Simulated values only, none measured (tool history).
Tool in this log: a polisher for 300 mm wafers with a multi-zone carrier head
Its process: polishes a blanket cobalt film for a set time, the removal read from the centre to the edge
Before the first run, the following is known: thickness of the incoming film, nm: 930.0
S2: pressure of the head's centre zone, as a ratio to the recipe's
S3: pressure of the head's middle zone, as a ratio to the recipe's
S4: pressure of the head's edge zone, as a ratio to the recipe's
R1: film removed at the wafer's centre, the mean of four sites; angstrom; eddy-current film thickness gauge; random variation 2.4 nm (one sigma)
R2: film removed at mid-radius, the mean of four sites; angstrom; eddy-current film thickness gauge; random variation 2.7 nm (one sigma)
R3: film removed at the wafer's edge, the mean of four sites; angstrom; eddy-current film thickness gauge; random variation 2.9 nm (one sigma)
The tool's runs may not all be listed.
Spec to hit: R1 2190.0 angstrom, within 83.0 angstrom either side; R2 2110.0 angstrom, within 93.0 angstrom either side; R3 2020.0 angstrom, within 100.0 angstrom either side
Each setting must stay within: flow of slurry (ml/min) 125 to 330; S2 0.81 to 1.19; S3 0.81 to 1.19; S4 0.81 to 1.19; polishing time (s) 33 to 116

{"run": 1, "hour": 0.0, "flow of slurry (ml/min)": 210, "S2": 1.0, "S3": 1.0, "S4": 1.0, "polishing time (s)": 74, "R1": 1843.7, "R2": 1901.1, "R3": 1881.0}
{"run": 2, "hour": 7.1, "flow of slurry (ml/min)": 210, "S2": 0.96, "S3": 1.0, "S4": 1.0, "polishing time (s)": 74, "R1": 1794.8, "R2": 1909.6, "R3": 1892.3}
{"run": 3, "hour": 14.5, "flow of slurry (ml/min)": 220, "S2": 0.99, "S3": 1.01, "S4": 1.0, "polishing time (s)": 75, "R1": 1875.1, "R2": 1980.1, "R3": 1907.7}
{"run": 4, "hour": 22.1, "flow of slurry (ml/min)": 225, "S2": 1.01, "S3": 1.01, "S4": 1.01, "polishing time (s)": 76, "R1": 1917.2, "R2": 1986.7, "R3": 1940.7}
{"run": 5, "hour": 28.8, "flow of slurry (ml/min)": 225, "S2": 0.93, "S3": 1.01, "S4": 1.01, "polishing time (s)": 76, "R1": 1798.4, "R2": 1974.4, "R3": 1940.4}
{"run": 6, "hour": 35.7, "flow of slurry (ml/min)": 225, "S2": 0.93, "S3": 1.06, "S4": 1.01, "polishing time (s)": 76, "R1": 1782.7, "R2": 2073.2, "R3": 1988.0}
{"run": 7, "hour": 37.0, "flow of slurry (ml/min)": 230, "S2": 0.96, "S3": 1.05, "S4": 1.01, "polishing time (s)": 77, "R1": 1866.1, "R2": 2081.5, "R3": 1977.1}
{"run": 8, "hour": 42.8, "flow of slurry (ml/min)": 230, "S2": 0.98, "S3": 1.04, "S4": 1.01, "polishing time (s)": 78, "R1": 1909.0, "R2": 2147.7, "R3": 2008.7}
{"run": 9, "hour": 43.4, "flow of slurry (ml/min)": 230, "S2": 1.0, "S3": 1.03, "S4": 1.01, "polishing time (s)": 78, "R1": 1978.4, "R2": 2030.4, "R3": 2003.4}
{"run": 10, "hour": 51.5, "flow of slurry (ml/min)": 235, "S2": 1.01, "S3": 1.04, "S4": 1.0, "polishing time (s)": 78, "R1": 2015.2, "R2": 2099.9, "R3": 2001.1}
{"run": 11, "hour": 56.9, "flow of slurry (ml/min)": 240, "S2": 1.02, "S3": 1.04, "S4": 1.0, "polishing time (s)": 78, "R1": 2024.2, "R2": 2067.9, "R3": 2027.1}
{"run": 12, "hour": 59.4, "flow of slurry (ml/min)": 240, "S2": 1.03, "S3": 1.05, "S4": 0.99, "polishing time (s)": 78, "R1": 2069.9, "R2": 2113.8, "R3": 2028.8}
{"run": 13, "hour": 61.1, "flow of slurry (ml/min)": 245, "S2": 1.04, "S3": 1.05, "S4": 0.99, "polishing time (s)": 78, "R1": 2059.6, "R2": 2147.5, "R3": 1982.8}
{"run": 14, "hour": 68.0, "flow of slurry (ml/min)": 245, "S2": 1.05, "S3": 1.04, "S4": 0.99, "polishing time (s)": 78, "R1": 2080.1, "R2": 2103.0, "R3": 1992.8}

Which of these 4 next moves meets every target?
{"run": "A", "hour": 74.9, "flow of slurry (ml/min)": 230, "S2": 1.01, "S3": 1.02, "S4": 1.0, "polishing time (s)": 75, "R1": "?", "R2": "?", "R3": "?"}
{"run": "B", "hour": 74.9, "flow of slurry (ml/min)": 245, "S2": 0.99, "S3": 1.16, "S4": 1.14, "polishing time (s)": 75, "R1": "?", "R2": "?", "R3": "?"}
{"run": "C", "hour": 74.9, "flow of slurry (ml/min)": 270, "S2": 1.1, "S3": 1.04, "S4": 0.98, "polishing time (s)": 77, "R1": "?", "R2": "?", "R3": "?"}
{"run": "D", "hour": 74.9, "flow of slurry (ml/min)": 325, "S2": 1.04, "S3": 1.1, "S4": 1.14, "polishing time (s)": 74, "R1": "?", "R2": "?", "R3": "?"}

move=A R1=1932.1 R2=1947.9 R3=1906.5
move=B R1=1912.9 R2=2192.0 R3=2044.0
move=C R1=2210.2 R2=2072.7 R3=1966.9
move=D R1=2050.7 R2=2129.4 R3=2065.4
A: lands further from the targets than the last run did
B: lands further from the targets than the last run did
C: all results land within tolerance of their targets
D: lands further from the targets than the last run did
The move that meets every target is C.

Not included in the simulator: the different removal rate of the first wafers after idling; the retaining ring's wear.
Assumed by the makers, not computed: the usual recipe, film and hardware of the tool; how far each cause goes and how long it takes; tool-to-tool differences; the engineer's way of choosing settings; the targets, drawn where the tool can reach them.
